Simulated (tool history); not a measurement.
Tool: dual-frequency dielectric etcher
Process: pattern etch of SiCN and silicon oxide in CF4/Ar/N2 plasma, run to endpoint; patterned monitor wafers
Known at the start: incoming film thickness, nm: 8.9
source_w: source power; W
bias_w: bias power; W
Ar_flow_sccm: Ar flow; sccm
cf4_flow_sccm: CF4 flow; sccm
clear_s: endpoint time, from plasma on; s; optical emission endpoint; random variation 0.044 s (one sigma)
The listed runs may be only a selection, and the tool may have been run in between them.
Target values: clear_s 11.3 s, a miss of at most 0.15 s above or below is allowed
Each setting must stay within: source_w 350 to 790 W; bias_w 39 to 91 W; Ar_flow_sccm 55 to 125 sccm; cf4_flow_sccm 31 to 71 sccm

| run | hour | source_w | bias_w | Ar_flow_sccm | cf4_flow_sccm | clear_s |
|---|---|---|---|---|---|---|
| 1 | 0 | 570 | 65 | 90 | 51 | 7.9468 |
| 2 | 6.3 | 530 | 64 | 90 | 51 | 8.6049 |
| 3 | 11.2 | 500 | 64 | 90 | 51 | 9.155 |
| 4 | 12.1 | 480 | 64 | 90 | 51 | 9.6171 |
| 5 | 20.2 | 480 | 64 | 97 | 51 | 9.6518 |
| 6 | 28.8 | 460 | 64 | 97 | 51 | 10.069 |
| 7 | 32.8 | 450 | 64 | 97 | 51 | 10.256 |
| 8 | 34 | 440 | 64 | 97 | 51 | 10.54 |
| 9 | 38 | 390 | 64 | 97 | 51 | 12.026 |
| 10 | 41 | 400 | 64 | 97 | 51 | 11.62 |

Which one of the following 4 next-run settings gets every result inside its allowed miss? There is exactly one.
| A | 44 | 430 | 64 | 107 | 51 | ? |
| B | 44 | 380 | 69 | 92 | 50 | ? |
| C | 44 | 420 | 68 | 120 | 48 | ? |
| D | 44 | 410 | 63 | 105 | 50 | ? |

| move | clear_s |
|---|---|
| A | 10.97 |
| B | 11.745 |
| C | 11.264 |
| D | 11.648 |
A: pushes the last run's worst result past its target
B: lands further from the targets than the last run did
C: each result inside its tolerance
D: lands further from the targets than the last run did
Go with C: it meets all targets.
